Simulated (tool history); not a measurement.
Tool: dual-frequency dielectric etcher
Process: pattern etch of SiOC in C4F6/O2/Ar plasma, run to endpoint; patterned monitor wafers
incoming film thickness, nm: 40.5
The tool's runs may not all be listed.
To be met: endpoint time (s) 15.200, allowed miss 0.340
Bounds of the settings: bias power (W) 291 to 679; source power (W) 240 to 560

run	hour	bias power (W)	source power (W)	endpoint time (s)
1	0.0	485	400	13.536
2	5.5	485	440	12.832
3	14.0	555	440	12.224
4	20.7	509	440	12.799
5	28.0	435	440	13.625
6	36.9	435	470	13.275
7	38.9	404	460	13.846
8	43.1	384	460	14.113
9	51.0	368	460	14.414
10	54.3	357	460	14.588
11	55.3	349	460	14.682
12	60.7	342	460	14.848

5 next moves are on the table. One of them brings every result within its allowed miss. Which?
A	66.1	401	420	?
B	66.1	328	510	?
C	66.1	341	390	?
D	66.1	382	380	?
E	66.1	291	440	?

move	endpoint time (s)
A	14.375
B	14.531
C	15.948
D	15.310
E	16.308
A: further off than the last run
B: further off than the last run
C: takes the result that was furthest off past its target
D: meets every target
E: takes the result that was furthest off past its target
The right move is D.
